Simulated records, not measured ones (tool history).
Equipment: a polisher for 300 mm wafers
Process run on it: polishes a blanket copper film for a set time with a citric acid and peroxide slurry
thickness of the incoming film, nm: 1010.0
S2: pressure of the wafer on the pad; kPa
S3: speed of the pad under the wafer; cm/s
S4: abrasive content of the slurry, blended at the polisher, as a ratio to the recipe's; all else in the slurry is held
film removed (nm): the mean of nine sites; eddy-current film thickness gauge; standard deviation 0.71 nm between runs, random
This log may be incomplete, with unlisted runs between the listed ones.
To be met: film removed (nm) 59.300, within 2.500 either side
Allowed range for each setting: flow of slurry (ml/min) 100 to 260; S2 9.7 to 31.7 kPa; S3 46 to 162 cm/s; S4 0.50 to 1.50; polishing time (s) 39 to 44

Run 1, hour 0.0: flow of slurry (ml/min) 165, S2 20.7 kPa, S3 104 cm/s, S4 1.00, polishing time (s) 44. Result: film removed (nm) 100.720.
Run 2, hour 1.9: flow of slurry (ml/min) 165, S2 19.3 kPa, S3 104 cm/s, S4 1.00, polishing time (s) 44. Result: film removed (nm) 97.199.
Run 3, hour 9.1: flow of slurry (ml/min) 165, S2 16.5 kPa, S3 104 cm/s, S4 1.00, polishing time (s) 44. Result: film removed (nm) 86.456.
Run 4, hour 16.1: flow of slurry (ml/min) 165, S2 16.5 kPa, S3 104 cm/s, S4 1.20, polishing time (s) 44. Result: film removed (nm) 88.752.
Run 5, hour 22.1: flow of slurry (ml/min) 165, S2 15.9 kPa, S3 102 cm/s, S4 1.20, polishing time (s) 44. Result: film removed (nm) 82.535.
Run 6, hour 28.6: flow of slurry (ml/min) 165, S2 15.2 kPa, S3 102 cm/s, S4 1.20, polishing time (s) 44. Result: film removed (nm) 80.653.
Run 7, hour 34.9: flow of slurry (ml/min) 165, S2 14.5 kPa, S3 102 cm/s, S4 1.20, polishing time (s) 44. Result: film removed (nm) 77.115.
Run 8, hour 41.3: flow of slurry (ml/min) 165, S2 13.8 kPa, S3 102 cm/s, S4 1.20, polishing time (s) 44. Result: film removed (nm) 75.642.
Run 9, hour 45.1: flow of slurry (ml/min) 165, S2 13.1 kPa, S3 102 cm/s, S4 1.20, polishing time (s) 44. Result: film removed (nm) 70.968.
Run 10, hour 52.7: flow of slurry (ml/min) 165, S2 12.4 kPa, S3 102 cm/s, S4 1.20, polishing time (s) 44. Result: film removed (nm) 68.751.
Run 11, hour 53.5: flow of slurry (ml/min) 165, S2 12.4 kPa, S3 102 cm/s, S4 1.20, polishing time (s) 44. Result: film removed (nm) 69.452.
Run 12, hour 56.4: flow of slurry (ml/min) 165, S2 11.7 kPa, S3 102 cm/s, S4 1.20, polishing time (s) 44. Result: film removed (nm) 64.789.

Which single option among these 5 for the next run brings every result within its allowed miss of target? Just one does.
Run A, hour 59.3: flow of slurry (ml/min) 165, S2 11.7 kPa, S3 86 cm/s, S4 1.35, polishing time (s) 39. Result: film removed (nm) ?.
Run B, hour 59.3: flow of slurry (ml/min) 125, S2 13.8 kPa, S3 88 cm/s, S4 1.20, polishing time (s) 40. Result: film removed (nm) ?.
Run C, hour 59.3: flow of slurry (ml/min) 150, S2 12.4 kPa, S3 98 cm/s, S4 1.15, polishing time (s) 43. Result: film removed (nm) ?.
Run D, hour 59.3: flow of slurry (ml/min) 150, S2 11.7 kPa, S3 106 cm/s, S4 1.35, polishing time (s) 43. Result: film removed (nm) ?.
Run E, hour 59.3: flow of slurry (ml/min) 190, S2 11.0 kPa, S3 122 cm/s, S4 1.20, polishing time (s) 44. Result: film removed (nm) ?.

move  film removed (nm)
   A             52.686
   B             58.536
   C             62.966
   D             66.151
   E             71.226
A: carries the result that was furthest off beyond its target, to the other side
B: every result lands within tolerance
C: moves toward the targets from the last run without getting all of them in spec
D: the biggest miss grows against the last run
E: the biggest miss grows against the last run
The right move is B.
